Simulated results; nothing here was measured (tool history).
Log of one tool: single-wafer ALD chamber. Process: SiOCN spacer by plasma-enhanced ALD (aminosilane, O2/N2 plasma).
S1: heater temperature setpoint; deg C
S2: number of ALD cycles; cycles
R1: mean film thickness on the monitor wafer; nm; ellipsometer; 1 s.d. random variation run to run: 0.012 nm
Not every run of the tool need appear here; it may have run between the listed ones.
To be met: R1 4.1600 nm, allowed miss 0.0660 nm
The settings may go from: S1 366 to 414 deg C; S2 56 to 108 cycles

{"run": 1, "day": 0.0, "S1": 390, "S2": 82, "R1": 4.756}
{"run": 2, "day": 0.217, "S1": 390, "S2": 77, "R1": 4.4405}
{"run": 3, "day": 0.454, "S1": 390, "S2": 76, "R1": 4.4136}
{"run": 4, "day": 0.65, "S1": 394, "S2": 76, "R1": 4.4031}
{"run": 5, "day": 1.004, "S1": 394, "S2": 75, "R1": 4.3364}
{"run": 6, "day": 1.292, "S1": 394, "S2": 86, "R1": 4.97}
{"run": 7, "day": 1.421, "S1": 394, "S2": 86, "R1": 4.9774}
{"run": 8, "day": 1.625, "S1": 394, "S2": 83, "R1": 4.7796}
{"run": 9, "day": 1.804, "S1": 394, "S2": 81, "R1": 4.697}
{"run": 10, "day": 2.079, "S1": 394, "S2": 79, "R1": 4.5605}
{"run": 11, "day": 2.312, "S1": 394, "S2": 77, "R1": 4.4564}
{"run": 12, "day": 2.371, "S1": 394, "S2": 76, "R1": 4.4129}
{"run": 13, "day": 2.725, "S1": 394, "S2": 75, "R1": 4.3421}
{"run": 14, "day": 2.8, "S1": 394, "S2": 74, "R1": 4.2811}

Consider the 4 candidate settings below. Which is the only one whose results all fall within their allowed miss of target?
{"run": "A", "day": 2.875, "S1": 395, "S2": 70, "R1": "?"}
{"run": "B", "day": 2.875, "S1": 388, "S2": 77, "R1": "?"}
{"run": "C", "day": 2.875, "S1": 392, "S2": 72, "R1": "?"}
{"run": "D", "day": 2.875, "S1": 388, "S2": 69, "R1": "?"}

move=A R1=4.0340
move=B R1=4.4373
move=C R1=4.1492
move=D R1=3.9763
A: takes the result that was furthest off past its target
B: misses by more than the last run did
C: every result lands within tolerance
D: takes the result that was furthest off past its target
Go with C: it meets all targets.

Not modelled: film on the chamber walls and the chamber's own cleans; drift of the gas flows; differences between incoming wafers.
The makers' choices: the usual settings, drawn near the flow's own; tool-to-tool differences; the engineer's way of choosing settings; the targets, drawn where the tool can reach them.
